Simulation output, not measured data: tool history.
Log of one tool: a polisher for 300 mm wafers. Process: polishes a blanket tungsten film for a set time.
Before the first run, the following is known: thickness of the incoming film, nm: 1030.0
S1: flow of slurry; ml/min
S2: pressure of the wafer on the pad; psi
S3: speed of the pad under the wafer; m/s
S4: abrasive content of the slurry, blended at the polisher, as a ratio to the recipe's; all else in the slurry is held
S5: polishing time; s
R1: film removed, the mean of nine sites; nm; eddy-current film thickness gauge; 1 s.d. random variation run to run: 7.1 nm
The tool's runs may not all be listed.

| run | hour | S1 | S2 | S3 | S4 | S5 | R1 |
|---|---|---|---|---|---|---|---|
| 1 | 0.0 | 140 | 2.7 | 1.02 | 1.0 | 108 | 362.27 |
| 2 | 2.8 | 125 | 2.7 | 1.02 | 1.0 | 108 | 359.72 |
| 3 | 9.1 | 125 | 2.7 | 1.12 | 1.0 | 108 | 379.18 |
| 4 | 16.8 | 130 | 2.8 | 1.12 | 1.0 | 108 | 387.40 |
| 5 | 23.0 | 130 | 2.8 | 1.34 | 1.0 | 108 | 437.78 |
| 6 | 27.9 | 130 | 2.9 | 1.34 | 1.0 | 108 | 464.38 |
| 7 | 29.6 | 130 | 2.9 | 1.34 | 1.0 | 108 | 453.38 |

Run 8 comes next. What will it give?
| 8 | 33.6 | 130 | 3.0 | 1.34 | 1.0 | 108 | ? |

R1: 472.86 nm
